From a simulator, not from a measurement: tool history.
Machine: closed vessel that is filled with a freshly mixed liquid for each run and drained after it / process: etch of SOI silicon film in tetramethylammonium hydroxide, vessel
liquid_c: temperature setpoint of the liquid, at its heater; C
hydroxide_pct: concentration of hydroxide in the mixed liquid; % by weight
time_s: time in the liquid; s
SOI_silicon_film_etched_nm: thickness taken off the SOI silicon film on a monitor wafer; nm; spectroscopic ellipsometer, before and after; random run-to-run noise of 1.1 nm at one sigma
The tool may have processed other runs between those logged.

{"run": 1, "hour": 0.0, "liquid_c": 65.0, "hydroxide_pct": 11.0, "time_s": 30, "SOI_silicon_film_etched_nm": 148.25}
{"run": 2, "hour": 4.4, "liquid_c": 65.0, "hydroxide_pct": 11.0, "time_s": 30, "SOI_silicon_film_etched_nm": 147.09}
{"run": 3, "hour": 12.6, "liquid_c": 65.0, "hydroxide_pct": 11.0, "time_s": 30, "SOI_silicon_film_etched_nm": 148.51}
{"run": 4, "hour": 20.7, "liquid_c": 67.0, "hydroxide_pct": 11.0, "time_s": 30, "SOI_silicon_film_etched_nm": 166.39}
{"run": 5, "hour": 25.7, "liquid_c": 63.0, "hydroxide_pct": 11.0, "time_s": 30, "SOI_silicon_film_etched_nm": 130.97}
{"run": 6, "hour": 31.3, "liquid_c": 67.5, "hydroxide_pct": 11.0, "time_s": 30, "SOI_silicon_film_etched_nm": 171.52}

Run 7 has not been measured yet. What should we expect?
{"run": 7, "hour": 40.0, "liquid_c": 68.5, "hydroxide_pct": 11.0, "time_s": 30, "SOI_silicon_film_etched_nm": "?"}

For run 7 the tool returned SOI_silicon_film_etched_nm 183.11 nm.
